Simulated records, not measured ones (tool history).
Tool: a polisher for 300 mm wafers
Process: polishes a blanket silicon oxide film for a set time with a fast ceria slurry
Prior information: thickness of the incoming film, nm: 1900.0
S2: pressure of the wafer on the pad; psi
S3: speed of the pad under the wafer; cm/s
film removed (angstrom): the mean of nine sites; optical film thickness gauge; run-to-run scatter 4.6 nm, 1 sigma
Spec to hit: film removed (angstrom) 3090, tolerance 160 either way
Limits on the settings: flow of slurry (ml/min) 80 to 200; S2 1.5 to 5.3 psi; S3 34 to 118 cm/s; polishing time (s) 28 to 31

{"run": 1, "hour": 0.0, "flow of slurry (ml/min)": 130, "S2": 3.4, "S3": 76, "polishing time (s)": 31, "film removed (angstrom)": 4845}
{"run": 2, "hour": 4.6, "flow of slurry (ml/min)": 130, "S2": 3.4, "S3": 62, "polishing time (s)": 31, "film removed (angstrom)": 3789.7}
{"run": 3, "hour": 8.0, "flow of slurry (ml/min)": 155, "S2": 3.4, "S3": 62, "polishing time (s)": 31, "film removed (angstrom)": 3862.3}
{"run": 4, "hour": 13.5, "flow of slurry (ml/min)": 155, "S2": 3.4, "S3": 72, "polishing time (s)": 31, "film removed (angstrom)": 4483.4}
{"run": 5, "hour": 21.7, "flow of slurry (ml/min)": 155, "S2": 3.4, "S3": 72, "polishing time (s)": 31, "film removed (angstrom)": 4673.1}
{"run": 6, "hour": 23.6, "flow of slurry (ml/min)": 170, "S2": 3.4, "S3": 72, "polishing time (s)": 31, "film removed (angstrom)": 4649}
{"run": 7, "hour": 25.6, "flow of slurry (ml/min)": 170, "S2": 3.2, "S3": 72, "polishing time (s)": 31, "film removed (angstrom)": 4306.8}
{"run": 8, "hour": 28.4, "flow of slurry (ml/min)": 170, "S2": 3.1, "S3": 72, "polishing time (s)": 31, "film removed (angstrom)": 4296.5}
{"run": 9, "hour": 32.7, "flow of slurry (ml/min)": 170, "S2": 2.9, "S3": 72, "polishing time (s)": 31, "film removed (angstrom)": 3989.7}
{"run": 10, "hour": 41.2, "flow of slurry (ml/min)": 160, "S2": 2.1, "S3": 70, "polishing time (s)": 31, "film removed (angstrom)": 2789.3}

Which single option among these 4 for the next run brings every result within its allowed miss of target? Just one does.
{"run": "A", "hour": 49.7, "flow of slurry (ml/min)": 160, "S2": 2.4, "S3": 76, "polishing time (s)": 28, "film removed (angstrom)": "?"}
{"run": "B", "hour": 49.7, "flow of slurry (ml/min)": 175, "S2": 2.3, "S3": 78, "polishing time (s)": 31, "film removed (angstrom)": "?"}
{"run": "C", "hour": 49.7, "flow of slurry (ml/min)": 160, "S2": 2, "S3": 72, "polishing time (s)": 31, "film removed (angstrom)": "?"}
{"run": "D", "hour": 49.7, "flow of slurry (ml/min)": 130, "S2": 2.2, "S3": 60, "polishing time (s)": 31, "film removed (angstrom)": "?"}

move=A film_removed_(angstrom)=3077
move=B film_removed_(angstrom)=3399.7
move=C film_removed_(angstrom)=2716.6
move=D film_removed_(angstrom)=2408.2
A: hits every target within its allowed miss
B: carries the result that was furthest off beyond its target, to the other side
C: misses by more than the last run did
D: misses by more than the last run did
The move that meets every target is A.

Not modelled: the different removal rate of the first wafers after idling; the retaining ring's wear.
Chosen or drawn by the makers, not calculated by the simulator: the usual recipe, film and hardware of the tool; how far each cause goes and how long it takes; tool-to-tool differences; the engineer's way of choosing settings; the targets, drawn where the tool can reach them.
